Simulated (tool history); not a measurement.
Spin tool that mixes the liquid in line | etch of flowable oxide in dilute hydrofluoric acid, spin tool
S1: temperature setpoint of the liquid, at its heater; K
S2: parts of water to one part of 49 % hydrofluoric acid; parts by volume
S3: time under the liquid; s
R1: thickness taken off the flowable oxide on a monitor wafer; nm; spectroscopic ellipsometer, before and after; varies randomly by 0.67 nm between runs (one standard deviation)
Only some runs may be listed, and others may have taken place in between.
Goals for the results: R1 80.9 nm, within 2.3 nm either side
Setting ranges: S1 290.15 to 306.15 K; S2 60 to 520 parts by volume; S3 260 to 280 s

run	hour	S1	S2	S3	R1
1	0	298.15	290	260	32.341
2	4.5	300.15	245	260	43.332
3	6.1	301.65	220	260	51.821
4	13.6	301.65	135	260	92.657
5	15.5	303.15	135	260	98.655
6	16.9	301.65	135	260	93.394
7	17.9	300.15	135	260	88.595
8	20.3	299.15	135	260	85.372
9	27.9	299.15	135	260	84.714

Consider the 4 candidate settings below. Which is the only one whose results all fall within their allowed miss of target?
A	35.5	301.15	145	270	?
B	35.5	302.15	145	265	?
C	35.5	298.15	145	280	?
D	35.5	301.65	145	280	?

move	R1
A	86.931
B	88.506
C	80.581
D	91.822
A: its largest miss is bigger than the last run's
B: its largest miss is bigger than the last run's
C: all results in spec
D: its largest miss is bigger than the last run's
C meets every target.
